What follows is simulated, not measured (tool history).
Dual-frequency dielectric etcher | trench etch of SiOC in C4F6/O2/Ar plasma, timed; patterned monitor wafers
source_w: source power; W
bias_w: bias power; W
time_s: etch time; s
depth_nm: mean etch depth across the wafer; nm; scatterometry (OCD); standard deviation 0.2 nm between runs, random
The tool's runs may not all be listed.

run,day,source_w,bias_w,time_s,depth_nm
1,0.000,410,148,22.5,45.693
2,0.283,420,149,22.5,46.473
3,0.538,430,149,22.5,46.977
4,0.762,440,149,22.5,47.455
5,0.950,390,149,22.5,44.889
6,0.971,390,164,22.5,46.069
7,1.221,390,164,22.5,45.546

Predict the results of run 8:
8,1.596,400,165,22.5,?

{"run 8": {"depth_nm": 46.44}}

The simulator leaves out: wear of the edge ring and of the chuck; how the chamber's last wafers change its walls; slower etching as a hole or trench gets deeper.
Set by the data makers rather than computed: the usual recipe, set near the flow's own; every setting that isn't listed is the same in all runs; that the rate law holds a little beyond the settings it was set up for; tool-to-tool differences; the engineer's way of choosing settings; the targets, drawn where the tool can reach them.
